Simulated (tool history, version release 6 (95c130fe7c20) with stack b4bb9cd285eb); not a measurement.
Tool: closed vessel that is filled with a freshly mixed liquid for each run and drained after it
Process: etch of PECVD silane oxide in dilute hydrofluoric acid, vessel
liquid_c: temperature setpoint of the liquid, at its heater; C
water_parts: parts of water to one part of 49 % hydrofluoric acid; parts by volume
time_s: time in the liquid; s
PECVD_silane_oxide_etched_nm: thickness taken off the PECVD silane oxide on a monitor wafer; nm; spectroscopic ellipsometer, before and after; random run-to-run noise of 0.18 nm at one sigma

run,hour,liquid_c,water_parts,time_s,PECVD_silane_oxide_etched_nm
1,0,26,115,30,9.0192
2,4.6,28.5,115,30,9.8154
3,6,28.5,90,30,13.098
4,11.3,30,85,30,14.72
5,17.2,31,80,30,16.107
6,25.4,32,80,30,16.917

Run 7, settings as shown, results not yet in. Your forecast:
# hour 31.1: thermometer replaced
7,31.1,32.5,80,30,?

{"run 7": {"PECVD_silane_oxide_etched_nm": 15.7}}
